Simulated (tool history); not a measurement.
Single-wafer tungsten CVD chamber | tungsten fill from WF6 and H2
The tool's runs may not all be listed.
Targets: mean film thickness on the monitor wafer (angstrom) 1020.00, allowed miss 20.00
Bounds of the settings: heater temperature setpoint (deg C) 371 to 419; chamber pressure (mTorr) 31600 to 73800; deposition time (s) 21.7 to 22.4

run,hour,heater temperature setpoint (deg C),chamber pressure (mTorr),deposition time (s),mean film thickness on the monitor wafer (angstrom)
1,0.0,395,52700,21.7,778.58
2,3.1,399,52900,21.7,847.51
3,6.2,402,53000,21.7,906.56
4,11.8,404,53100,21.7,943.03
5,17.4,405,53100,21.7,963.41
6,25.3,413,53100,21.7,1119.40
7,28.2,412,53000,21.7,1101.60
8,36.4,407,52800,21.7,997.30

4 next moves are on the table. One of them brings every result within its allowed miss. Which?
A,44.6,411,44700,21.7,?
B,44.6,398,69300,21.7,?
C,44.6,409,51300,21.7,?
D,44.6,408,49900,21.7,?

move,mean film thickness on the monitor wafer (angstrom)
A,972.86
B,967.40
C,1021.10
D,985.36
A: further off than the last run
B: further off than the last run
C: meets every target
D: further off than the last run
Move C is the one to make.
